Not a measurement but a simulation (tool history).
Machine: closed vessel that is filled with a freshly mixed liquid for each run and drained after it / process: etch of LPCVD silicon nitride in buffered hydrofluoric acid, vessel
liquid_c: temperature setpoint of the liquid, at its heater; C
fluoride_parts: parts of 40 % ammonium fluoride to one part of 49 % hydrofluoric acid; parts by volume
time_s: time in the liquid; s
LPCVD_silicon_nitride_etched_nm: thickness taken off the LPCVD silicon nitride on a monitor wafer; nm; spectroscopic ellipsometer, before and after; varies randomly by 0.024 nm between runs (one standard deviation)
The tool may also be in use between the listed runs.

run	hour	liquid_c	fluoride_parts	time_s	LPCVD_silicon_nitride_etched_nm
1	0.0	22.0	16.0	880	6.9439
2	4.8	21.0	16.0	880	6.5373
3	9.5	20.5	16.0	880	6.3701
4	18.0	20.5	12.0	880	8.3710
5	19.7	20.0	13.0	880	7.5200
6	23.5	22.5	13.0	880	8.7256
7	27.5	21.5	13.5	880	7.9696
8	35.8	21.5	13.5	880	7.9791
9	42.1	21.0	14.0	880	7.4577
10	44.2	20.5	14.5	880	7.0341
11	52.2	20.5	14.5	880	7.0883
12	60.0	20.0	15.0	880	6.5635
13	62.9	19.5	15.0	880	6.4218

Estimate the outcome of run 14 from the log above:
14	72.7	19.0	15.5	880	?

LPCVD_silicon_nitride_etched_nm: 6.0582 nm
